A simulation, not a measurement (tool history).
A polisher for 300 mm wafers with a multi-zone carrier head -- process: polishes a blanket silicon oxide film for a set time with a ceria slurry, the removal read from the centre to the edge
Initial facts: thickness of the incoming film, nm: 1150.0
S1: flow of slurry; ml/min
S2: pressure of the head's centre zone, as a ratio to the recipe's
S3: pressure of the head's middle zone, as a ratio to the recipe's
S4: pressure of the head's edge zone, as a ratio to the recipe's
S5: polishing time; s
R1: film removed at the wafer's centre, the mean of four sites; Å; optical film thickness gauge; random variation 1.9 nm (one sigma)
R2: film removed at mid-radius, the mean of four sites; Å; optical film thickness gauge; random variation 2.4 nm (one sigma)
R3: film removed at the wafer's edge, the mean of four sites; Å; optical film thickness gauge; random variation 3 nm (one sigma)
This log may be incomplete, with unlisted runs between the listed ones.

| run | hour | S1 | S2 | S3 | S4 | S5 | R1 | R2 | R3 |
|---|---|---|---|---|---|---|---|---|---|
| 1 | 0 | 170 | 1 | 1 | 1 | 62 | 3289.3 | 3320.3 | 3347.7 |
| 2 | 2.6 | 165 | 1.03 | 0.95 | 0.98 | 54 | 2947.6 | 2687.7 | 2937.2 |
| 3 | 9.9 | 165 | 1.03 | 0.95 | 0.98 | 67 | 3675.7 | 3337.6 | 3530.1 |
| 4 | 16.4 | 165 | 1.03 | 0.95 | 1.06 | 67 | 3591 | 3522 | 3640.1 |
| 5 | 21.9 | 165 | 1.04 | 0.95 | 1 | 57 | 3126.2 | 2892.1 | 3115.5 |
| 6 | 26.6 | 165 | 1.05 | 0.95 | 0.94 | 50 | 2751.4 | 2504.3 | 2638.6 |
| 7 | 34.1 | 155 | 1.06 | 0.92 | 0.9 | 47 | 2557.7 | 2267.2 | 2426.4 |

Estimate the outcome of run 8 from the log above:
| 8 | 35.5 | 150 | 1.07 | 0.89 | 0.88 | 45 | ? | ? | ? |

Run 8 came out at R1 2468 Å, R2 2140.5 Å, R3 2277.5 Å.
